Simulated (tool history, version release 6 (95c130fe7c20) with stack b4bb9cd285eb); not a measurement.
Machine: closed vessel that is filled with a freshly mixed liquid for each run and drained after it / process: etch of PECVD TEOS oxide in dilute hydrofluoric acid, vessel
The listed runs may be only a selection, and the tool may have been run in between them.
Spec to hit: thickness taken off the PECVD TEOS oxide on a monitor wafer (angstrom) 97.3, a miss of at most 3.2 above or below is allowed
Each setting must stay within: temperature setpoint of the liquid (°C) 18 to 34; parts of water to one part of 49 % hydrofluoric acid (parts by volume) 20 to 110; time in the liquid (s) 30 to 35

run  hour  temperature setpoint of the liquid (°C)  parts of water to one part of 49 % hydrofluoric acid (parts by volume)  time in the liquid (s)  thickness taken off the PECVD TEOS oxide on a monitor wafer (angstrom)
  1     0                                       26                                                                      60                      35                                                                  163.25
  2   7.3                                       24                                                                      65                      35                                                                  138.23
  3  13.4                                     22.5                                                                      65                      35                                                                  131.53
  4    15                                     24.5                                                                      65                      35                                                                     142
  5  22.3                                     24.5                                                                      65                      35                                                                  141.47
  6  29.7                                     24.5                                                                      45                      35                                                                  206.91
  7  33.5                                       23                                                                      55                      35                                                                  157.35
  8  36.7                                     21.5                                                                      60                      35                                                                  134.91
  9  44.8                                     20.5                                                                      65                      35                                                                  119.57
       49  -- thermometer replaced
 10    49                                       20                                                                      65                      35                                                                  122.54

5 next moves are on the table. One of them brings every result within its allowed miss. Which?
  A  53.2                                       21                                                                      80                      35                                                                       ?
  B  53.2                                     18.5                                                                      70                      35                                                                       ?
  C  53.2                                       22                                                                      75                      30                                                                       ?
  D  53.2                                     20.5                                                                      65                      30                                                                       ?
  E  53.2                                     22.5                                                                      80                      35                                                                       ?

move  thickness taken off the PECVD TEOS oxide on a monitor wafer (angstrom)
   A                                                                   101.8
   B                                                                  106.01
   C                                                                  97.572
   D                                                                  107.08
   E                                                                  108.26
A: nearer than the last run, and not there yet
B: nearer than the last run, and not there yet
C: all results in spec
D: nearer than the last run, and not there yet
E: nearer than the last run, and not there yet
The move that meets every target is C.

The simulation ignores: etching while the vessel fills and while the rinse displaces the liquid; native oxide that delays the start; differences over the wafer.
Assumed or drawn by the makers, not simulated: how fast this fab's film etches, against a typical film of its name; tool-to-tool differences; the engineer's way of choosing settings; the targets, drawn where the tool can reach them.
